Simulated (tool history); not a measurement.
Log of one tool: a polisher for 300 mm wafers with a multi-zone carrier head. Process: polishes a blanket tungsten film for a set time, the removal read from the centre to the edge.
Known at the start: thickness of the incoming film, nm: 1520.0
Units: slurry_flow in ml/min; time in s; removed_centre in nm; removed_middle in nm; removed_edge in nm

run	hour	slurry_flow	centre_zone	middle_zone	edge_zone	slurry_solids	time	removed_centre	removed_middle	removed_edge
1	0.0	260	1.00	1.00	1.00	1.00	70	289.95	287.65	303.27
2	4.4	260	1.00	1.01	0.98	0.90	67	266.89	267.20	281.50
3	12.5	265	1.01	1.03	0.96	0.85	65	264.12	266.94	273.76
4	19.8	270	1.01	1.04	0.94	0.80	62	242.57	247.15	250.05
5	21.9	270	1.01	1.04	1.00	0.80	62	241.41	253.41	248.87
6	25.3	275	1.01	1.04	1.00	0.75	60	233.77	236.87	241.00

Run 7 comes next. What will it give?
7	31.0	275	1.01	1.05	1.00	0.70	59	?	?	?

removed_centre: 229.78 nm
removed_middle: 232.17 nm
removed_edge: 232.91 nm
